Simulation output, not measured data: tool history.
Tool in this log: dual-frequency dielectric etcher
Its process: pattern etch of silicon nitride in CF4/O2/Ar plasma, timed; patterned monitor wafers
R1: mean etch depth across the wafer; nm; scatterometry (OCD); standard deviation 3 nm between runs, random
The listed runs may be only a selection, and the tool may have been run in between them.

run 1 hour=0.0 | source_power_(kW)=0.410 bias_power_(kW)=0.040 Ar_flow_(sccm)=100 CF4_flow_(sccm)=112 etch_time_(s)=657.5 | R1=1045.90
run 2 hour=8.7 | source_power_(kW)=0.380 bias_power_(kW)=0.040 Ar_flow_(sccm)=100 CF4_flow_(sccm)=112 etch_time_(s)=657.5 | R1=962.29
run 3 hour=13.6 | source_power_(kW)=0.340 bias_power_(kW)=0.040 Ar_flow_(sccm)=100 CF4_flow_(sccm)=112 etch_time_(s)=657.5 | R1=851.60
run 4 hour=17.0 | source_power_(kW)=0.330 bias_power_(kW)=0.040 Ar_flow_(sccm)=100 CF4_flow_(sccm)=112 etch_time_(s)=657.5 | R1=819.92
run 5 hour=20.3 | source_power_(kW)=0.330 bias_power_(kW)=0.040 Ar_flow_(sccm)=100 CF4_flow_(sccm)=112 etch_time_(s)=688.5 | R1=866.22
run 6 hour=21.6 | source_power_(kW)=0.330 bias_power_(kW)=0.040 Ar_flow_(sccm)=100 CF4_flow_(sccm)=112 etch_time_(s)=688.5 | R1=861.30

Run 7 has not been measured yet. What should we expect?
run 7 hour=27.9 | source_power_(kW)=0.290 bias_power_(kW)=0.039 Ar_flow_(sccm)=100 CF4_flow_(sccm)=112 etch_time_(s)=688.0 | R1=?

R1: 739.69 nm

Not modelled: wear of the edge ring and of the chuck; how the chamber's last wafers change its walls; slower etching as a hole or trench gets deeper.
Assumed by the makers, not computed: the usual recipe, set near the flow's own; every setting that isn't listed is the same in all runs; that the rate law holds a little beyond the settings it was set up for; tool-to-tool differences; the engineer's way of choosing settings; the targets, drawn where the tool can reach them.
